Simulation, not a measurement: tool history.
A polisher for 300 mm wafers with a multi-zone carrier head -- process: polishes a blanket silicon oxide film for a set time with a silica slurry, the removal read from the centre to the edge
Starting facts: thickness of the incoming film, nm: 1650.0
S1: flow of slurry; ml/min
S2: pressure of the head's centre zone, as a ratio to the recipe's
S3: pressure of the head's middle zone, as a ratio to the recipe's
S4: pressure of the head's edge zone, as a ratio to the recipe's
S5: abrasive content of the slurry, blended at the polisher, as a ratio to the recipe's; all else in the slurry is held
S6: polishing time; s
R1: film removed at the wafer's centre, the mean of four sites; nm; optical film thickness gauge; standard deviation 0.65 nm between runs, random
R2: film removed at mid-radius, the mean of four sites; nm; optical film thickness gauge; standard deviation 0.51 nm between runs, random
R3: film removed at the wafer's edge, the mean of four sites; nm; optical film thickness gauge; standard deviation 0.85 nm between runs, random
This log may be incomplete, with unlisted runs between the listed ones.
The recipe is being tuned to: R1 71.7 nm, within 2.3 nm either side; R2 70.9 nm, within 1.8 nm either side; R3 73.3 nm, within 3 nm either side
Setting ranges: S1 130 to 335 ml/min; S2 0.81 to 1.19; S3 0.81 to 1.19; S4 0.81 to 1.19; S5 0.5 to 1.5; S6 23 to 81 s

Run 1, hour 0: S1 215 ml/min, S2 1, S3 1, S4 1, S5 1, S6 52 s. Result: R1 136.4 nm, R2 129.59 nm, R3 131.51 nm.
Run 2, hour 8.8: S1 210 ml/min, S2 0.98, S3 0.98, S4 0.97, S5 0.9, S6 49 s. Result: R1 119.14 nm, R2 118.4 nm, R3 120.64 nm.
Run 3, hour 11: S1 210 ml/min, S2 0.98, S3 0.98, S4 1.02, S5 0.9, S6 49 s. Result: R1 119.81 nm, R2 116.73 nm, R3 121.17 nm.
Run 4, hour 19.5: S1 210 ml/min, S2 0.98, S3 0.98, S4 1.02, S5 0.9, S6 40 s. Result: R1 97.043 nm, R2 95.577 nm, R3 100.12 nm.
Run 5, hour 26.3: S1 210 ml/min, S2 0.99, S3 0.98, S4 1.01, S5 0.8, S6 39 s. Result: R1 91.775 nm, R2 88.852 nm, R3 90.961 nm.
Run 6, hour 27.1: S1 210 ml/min, S2 0.99, S3 0.98, S4 0.94, S5 0.8, S6 39 s. Result: R1 92.315 nm, R2 89.341 nm, R3 89.625 nm.
Run 7, hour 34.6: S1 205 ml/min, S2 0.98, S3 0.97, S4 0.93, S5 0.75, S6 39 s. Result: R1 89.055 nm, R2 85.189 nm, R3 85.279 nm.
Run 8, hour 40.3: S1 195 ml/min, S2 0.96, S3 0.95, S4 0.92, S5 0.7, S6 39 s. Result: R1 84.562 nm, R2 82.871 nm, R3 84.404 nm.
Run 9, hour 46.1: S1 190 ml/min, S2 0.95, S3 0.94, S4 0.91, S5 0.65, S6 39 s. Result: R1 79.877 nm, R2 78.227 nm, R3 80.234 nm.
Run 10, hour 49.4: S1 145 ml/min, S2 0.9, S3 0.89, S4 0.82, S5 0.65, S6 39 s. Result: R1 74.497 nm, R2 73.294 nm, R3 76.096 nm.

Next run, 4 choices. One meets every target within its allowed miss, the rest don't. Which?
Run A, hour 52.7: S1 160 ml/min, S2 0.93, S3 0.87, S4 0.81, S5 0.65, S6 40 s. Result: R1 ?, R2 ?, R3 ?.
Run B, hour 52.7: S1 150 ml/min, S2 0.91, S3 0.91, S4 0.87, S5 0.5, S6 41 s. Result: R1 ?, R2 ?, R3 ?.
Run C, hour 52.7: S1 195 ml/min, S2 0.83, S3 0.91, S4 0.82, S5 0.55, S6 41 s. Result: R1 ?, R2 ?, R3 ?.
Run D, hour 52.7: S1 135 ml/min, S2 0.84, S3 0.93, S4 0.81, S5 0.5, S6 43 s. Result: R1 ?, R2 ?, R3 ?.

move      R1      R2      R3
   A  79.201   74.08  77.541
   B  71.146  70.583  73.587
   C  69.009  74.958  75.648
   D  68.161   74.73  74.271
A: the biggest miss grows against the last run
B: all results land within tolerance of their targets
C: the biggest miss grows against the last run
D: the biggest miss grows against the last run
B is the move that brings every result within its allowed miss.

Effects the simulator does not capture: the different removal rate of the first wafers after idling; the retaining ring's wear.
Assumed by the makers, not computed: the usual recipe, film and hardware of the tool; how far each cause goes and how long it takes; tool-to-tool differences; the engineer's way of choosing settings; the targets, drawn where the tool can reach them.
